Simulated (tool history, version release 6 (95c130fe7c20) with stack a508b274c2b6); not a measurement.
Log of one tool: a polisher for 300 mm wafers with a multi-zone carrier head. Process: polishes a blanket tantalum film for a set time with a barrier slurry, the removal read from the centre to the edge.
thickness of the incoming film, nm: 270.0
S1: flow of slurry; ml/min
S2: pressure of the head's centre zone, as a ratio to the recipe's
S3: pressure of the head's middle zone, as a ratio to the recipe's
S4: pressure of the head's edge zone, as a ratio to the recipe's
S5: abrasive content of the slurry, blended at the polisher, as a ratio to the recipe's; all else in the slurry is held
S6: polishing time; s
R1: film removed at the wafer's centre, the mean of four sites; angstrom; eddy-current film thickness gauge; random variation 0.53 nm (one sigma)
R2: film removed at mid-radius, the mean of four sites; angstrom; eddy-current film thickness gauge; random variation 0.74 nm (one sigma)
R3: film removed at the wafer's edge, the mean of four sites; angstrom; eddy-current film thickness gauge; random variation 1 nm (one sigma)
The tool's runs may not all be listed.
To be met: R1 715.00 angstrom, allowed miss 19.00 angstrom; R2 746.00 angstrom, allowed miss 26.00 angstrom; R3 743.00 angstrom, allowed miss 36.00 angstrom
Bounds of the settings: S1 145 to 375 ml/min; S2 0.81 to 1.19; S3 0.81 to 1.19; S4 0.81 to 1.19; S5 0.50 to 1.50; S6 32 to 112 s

Run 1, hour 0.0: S1 240 ml/min, S2 1.00, S3 1.00, S4 1.00, S5 1.00, S6 72 s. Result: R1 977.49 angstrom, R2 977.78 angstrom, R3 991.39 angstrom.
Run 2, hour 7.2: S1 190 ml/min, S2 1.00, S3 1.00, S4 1.00, S5 1.00, S6 72 s. Result: R1 938.47 angstrom, R2 950.15 angstrom, R3 977.61 angstrom.
Run 3, hour 13.9: S1 200 ml/min, S2 0.98, S3 0.99, S4 0.98, S5 0.90, S6 71 s. Result: R1 902.73 angstrom, R2 919.22 angstrom, R3 950.17 angstrom.
Run 4, hour 20.1: S1 210 ml/min, S2 0.97, S3 0.99, S4 0.96, S5 0.85, S6 69 s. Result: R1 853.09 angstrom, R2 872.55 angstrom, R3 867.29 angstrom.
Run 5, hour 22.9: S1 210 ml/min, S2 0.95, S3 0.97, S4 0.94, S5 0.80, S6 69 s. Result: R1 829.49 angstrom, R2 859.94 angstrom, R3 856.52 angstrom.
Run 6, hour 28.6: S1 210 ml/min, S2 0.94, S3 0.95, S4 0.93, S5 0.75, S6 69 s. Result: R1 807.72 angstrom, R2 830.28 angstrom, R3 824.99 angstrom.
Run 7, hour 32.5: S1 180 ml/min, S2 0.85, S3 0.86, S4 0.85, S5 0.65, S6 69 s. Result: R1 679.59 angstrom, R2 730.28 angstrom, R3 785.93 angstrom.
Run 8, hour 36.0: S1 190 ml/min, S2 0.86, S3 0.87, S4 0.85, S5 0.60, S6 69 s. Result: R1 679.16 angstrom, R2 709.78 angstrom, R3 776.37 angstrom.
Run 9, hour 41.1: S1 195 ml/min, S2 0.87, S3 0.89, S4 0.85, S5 0.60, S6 69 s. Result: R1 687.15 angstrom, R2 735.50 angstrom, R3 792.85 angstrom.

Which of these 5 next moves meets every target?
Run A, hour 46.2: S1 145 ml/min, S2 0.87, S3 0.84, S4 0.89, S5 0.65, S6 72 s. Result: R1 ?, R2 ?, R3 ?.
Run B, hour 46.2: S1 170 ml/min, S2 0.96, S3 0.99, S4 0.89, S5 0.60, S6 66 s. Result: R1 ?, R2 ?, R3 ?.
Run C, hour 46.2: S1 200 ml/min, S2 0.91, S3 0.94, S4 0.91, S5 0.70, S6 62 s. Result: R1 ?, R2 ?, R3 ?.
Run D, hour 46.2: S1 215 ml/min, S2 0.83, S3 0.82, S4 0.89, S5 0.50, S6 76 s. Result: R1 ?, R2 ?, R3 ?.
Run E, hour 46.2: S1 240 ml/min, S2 0.94, S3 0.91, S4 0.90, S5 0.50, S6 67 s. Result: R1 ?, R2 ?, R3 ?.

move      R1      R2      R3
   A  695.01  716.72  804.03
   B  711.21  746.38  734.46
   C  679.56  722.18  739.20
   D  697.02  735.34  825.12
   E  707.99  708.96  736.77
A: further off than the last run
B: meets every target
C: further off than the last run
D: brings the result that was furthest off to its target, and leaves another outside
E: brings the result that was furthest off to its target, and leaves another outside
The right move is B.
